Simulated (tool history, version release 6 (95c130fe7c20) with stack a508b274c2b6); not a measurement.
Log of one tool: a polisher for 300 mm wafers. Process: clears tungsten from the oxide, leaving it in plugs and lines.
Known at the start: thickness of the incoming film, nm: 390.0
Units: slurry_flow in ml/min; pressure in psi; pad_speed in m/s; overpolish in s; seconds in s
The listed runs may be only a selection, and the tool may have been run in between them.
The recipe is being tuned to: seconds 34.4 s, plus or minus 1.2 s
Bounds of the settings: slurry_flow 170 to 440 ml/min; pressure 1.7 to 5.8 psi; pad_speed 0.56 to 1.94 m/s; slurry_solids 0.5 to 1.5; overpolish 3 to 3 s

| run | hour | slurry_flow | pressure | pad_speed | slurry_solids | overpolish | seconds |
|---|---|---|---|---|---|---|---|
| 1 | 0 | 280 | 3.7 | 1.24 | 1 | 3 | 57.747 |
| 2 | 5.7 | 280 | 4 | 1.24 | 1 | 3 | 52.33 |
| 3 | 12.7 | 280 | 4.2 | 1.24 | 1 | 3 | 50.386 |
| 4 | 15.8 | 280 | 4.2 | 1.24 | 0.9 | 3 | 51.664 |
| 5 | 16.5 | 310 | 4.2 | 1.24 | 0.9 | 3 | 50.848 |
| 6 | 17.5 | 310 | 4.4 | 1.24 | 0.9 | 3 | 48.964 |
| 7 | 26.1 | 310 | 4.6 | 1.24 | 0.9 | 3 | 46.486 |
| 8 | 26.8 | 310 | 4.8 | 1.24 | 0.9 | 3 | 45.211 |
| 9 | 33.9 | 310 | 5 | 1.26 | 0.9 | 3 | 42.564 |
| 10 | 37.3 | 310 | 5.1 | 1.26 | 0.9 | 3 | 42.637 |
| 11 | 37.9 | 315 | 5.2 | 1.28 | 0.9 | 3 | 40.191 |
| 12 | 42.3 | 315 | 5.3 | 1.28 | 0.9 | 3 | 39.766 |
| 13 | 44.6 | 315 | 5.4 | 1.28 | 0.9 | 3 | 38.998 |
| 14 | 48.5 | 315 | 5.5 | 1.28 | 0.9 | 3 | 38.41 |

Of the 5 settings listed for the next run, only one would bring every result within its allowed miss of target. Which one?
| A | 52.4 | 365 | 5.4 | 1.52 | 0.9 | 3 | ? |
| B | 52.4 | 305 | 5 | 1.16 | 0.8 | 3 | ? |
| C | 52.4 | 300 | 5.5 | 1.2 | 0.95 | 3 | ? |
| D | 52.4 | 310 | 5.5 | 1.5 | 0.7 | 3 | ? |
| E | 52.4 | 335 | 5.8 | 1.28 | 0.8 | 3 | ? |

| move | seconds |
|---|---|
| A | 32.487 |
| B | 47.072 |
| C | 40.106 |
| D | 34.294 |
| E | 36.821 |
A: pushes the last run's worst result past its target
B: further off than the last run
C: further off than the last run
D: hits every target within its allowed miss
E: an improvement on the last run, though not all results are within tolerance
Move D is the one to make.
